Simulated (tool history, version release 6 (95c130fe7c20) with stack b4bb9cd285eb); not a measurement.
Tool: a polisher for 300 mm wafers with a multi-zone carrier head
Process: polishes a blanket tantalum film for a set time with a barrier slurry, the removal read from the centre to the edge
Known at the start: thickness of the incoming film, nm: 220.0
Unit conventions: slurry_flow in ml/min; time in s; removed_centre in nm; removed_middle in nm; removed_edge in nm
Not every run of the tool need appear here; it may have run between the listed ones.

{"run": 1, "hour": 0.0, "slurry_flow": 270, "centre_zone": 1, "middle_zone": 1, "edge_zone": 1, "slurry_solids": 1, "time": 53, "removed_centre": 64.089, "removed_middle": 63.675, "removed_edge": 66.402}
{"run": 2, "hour": 6.1, "slurry_flow": 270, "centre_zone": 1, "middle_zone": 1, "edge_zone": 1, "slurry_solids": 1, "time": 60, "removed_centre": 72.187, "removed_middle": 71.262, "removed_edge": 73.302}
{"run": 3, "hour": 15.0, "slurry_flow": 265, "centre_zone": 0.98, "middle_zone": 0.98, "edge_zone": 0.97, "slurry_solids": 0.9, "time": 56, "removed_centre": 65.555, "removed_middle": 66.639, "removed_edge": 66.45}
{"run": 4, "hour": 19.7, "slurry_flow": 265, "centre_zone": 0.98, "middle_zone": 0.9, "edge_zone": 0.97, "slurry_solids": 0.9, "time": 56, "removed_centre": 64.919, "removed_middle": 64.266, "removed_edge": 66.716}
{"run": 5, "hour": 20.6, "slurry_flow": 260, "centre_zone": 0.97, "middle_zone": 0.89, "edge_zone": 0.98, "slurry_solids": 0.8, "time": 51, "removed_centre": 56.795, "removed_middle": 56.26, "removed_edge": 60.397}
{"run": 6, "hour": 22.2, "slurry_flow": 260, "centre_zone": 0.97, "middle_zone": 0.89, "edge_zone": 0.98, "slurry_solids": 0.8, "time": 64, "removed_centre": 72.979, "removed_middle": 67.767, "removed_edge": 75.394}
{"run": 7, "hour": 29.3, "slurry_flow": 250, "centre_zone": 0.96, "middle_zone": 0.88, "edge_zone": 0.98, "slurry_solids": 0.75, "time": 58, "removed_centre": 64.623, "removed_middle": 62.925, "removed_edge": 67.732}
{"run": 8, "hour": 36.4, "slurry_flow": 250, "centre_zone": 0.96, "middle_zone": 0.87, "edge_zone": 0.98, "slurry_solids": 0.7, "time": 53, "removed_centre": 58.723, "removed_middle": 54.461, "removed_edge": 60.423}
{"run": 9, "hour": 43.4, "slurry_flow": 250, "centre_zone": 0.96, "middle_zone": 0.87, "edge_zone": 0.98, "slurry_solids": 0.7, "time": 53, "removed_centre": 58.398, "removed_middle": 55.418, "removed_edge": 61.344}
{"run": 10, "hour": 50.8, "slurry_flow": 250, "centre_zone": 0.96, "middle_zone": 0.87, "edge_zone": 0.98, "slurry_solids": 0.7, "time": 53, "removed_centre": 58.268, "removed_middle": 56.91, "removed_edge": 60.489}

The next listed run, before its measurement:
{"run": 11, "hour": 53.8, "slurry_flow": 250, "centre_zone": 0.95, "middle_zone": 0.86, "edge_zone": 0.99, "slurry_solids": 0.65, "time": 49, "removed_centre": "?", "removed_middle": "?", "removed_edge": "?"}

{"run 11": {"removed_centre": 52.295, "removed_middle": 49.58, "removed_edge": 55.505}}

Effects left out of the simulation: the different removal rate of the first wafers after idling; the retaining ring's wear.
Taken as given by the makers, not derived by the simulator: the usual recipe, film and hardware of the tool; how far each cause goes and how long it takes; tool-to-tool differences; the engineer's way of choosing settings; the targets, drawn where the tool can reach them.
